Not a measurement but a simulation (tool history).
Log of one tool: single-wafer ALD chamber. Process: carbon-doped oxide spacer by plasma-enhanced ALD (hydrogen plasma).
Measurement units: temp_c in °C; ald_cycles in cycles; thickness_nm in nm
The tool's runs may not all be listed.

run,day,temp_c,ald_cycles,thickness_nm
1,0,395,509,24.514
2,0.288,395,577,27.466
3,0.388,386,577,27.602
4,0.6,390,577,27.627
5,0.933,380,577,27.574
6,1.096,380,553,26.39
7,1.408,380,532,25.618

The next listed run, before its measurement:
8,1.538,380,532,?

{"run 8": {"thickness_nm": 25.455}}

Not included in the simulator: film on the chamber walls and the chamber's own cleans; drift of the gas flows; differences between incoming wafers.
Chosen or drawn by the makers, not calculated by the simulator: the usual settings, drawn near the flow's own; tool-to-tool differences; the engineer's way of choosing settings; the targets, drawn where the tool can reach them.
